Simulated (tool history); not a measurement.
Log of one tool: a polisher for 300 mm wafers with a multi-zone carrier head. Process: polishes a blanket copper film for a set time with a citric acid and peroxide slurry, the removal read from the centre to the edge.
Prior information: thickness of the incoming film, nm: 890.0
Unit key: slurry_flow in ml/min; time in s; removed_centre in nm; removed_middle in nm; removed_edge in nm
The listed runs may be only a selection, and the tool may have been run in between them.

| run | hour | slurry_flow | centre_zone | middle_zone | edge_zone | slurry_solids | time | removed_centre | removed_middle | removed_edge |
|---|---|---|---|---|---|---|---|---|---|---|
| 1 | 0.0 | 145 | 1.00 | 1.00 | 1.00 | 1.00 | 80 | 130.68 | 123.83 | 129.06 |
| 2 | 3.4 | 130 | 1.00 | 1.00 | 1.00 | 1.00 | 80 | 126.55 | 123.41 | 126.42 |
| 3 | 8.5 | 145 | 1.00 | 1.00 | 1.00 | 1.00 | 80 | 130.25 | 123.52 | 129.60 |
| 4 | 10.7 | 145 | 1.00 | 1.03 | 1.00 | 1.00 | 80 | 130.31 | 125.79 | 130.49 |
| 5 | 15.9 | 145 | 1.00 | 1.03 | 1.00 | 0.95 | 80 | 128.99 | 126.98 | 128.17 |
| 6 | 22.5 | 170 | 1.00 | 1.03 | 1.00 | 0.95 | 80 | 131.76 | 129.13 | 130.38 |
| 7 | 31.1 | 175 | 1.02 | 1.04 | 1.00 | 1.00 | 81 | 140.50 | 133.68 | 130.30 |

Run 8 has not been measured yet. What should we expect?
| 8 | 35.8 | 175 | 1.11 | 1.04 | 1.10 | 1.25 | 101 | ? | ? | ? |

{"run 8": {"removed_centre": 198.52, "removed_middle": 172.76, "removed_edge": 183.76}}

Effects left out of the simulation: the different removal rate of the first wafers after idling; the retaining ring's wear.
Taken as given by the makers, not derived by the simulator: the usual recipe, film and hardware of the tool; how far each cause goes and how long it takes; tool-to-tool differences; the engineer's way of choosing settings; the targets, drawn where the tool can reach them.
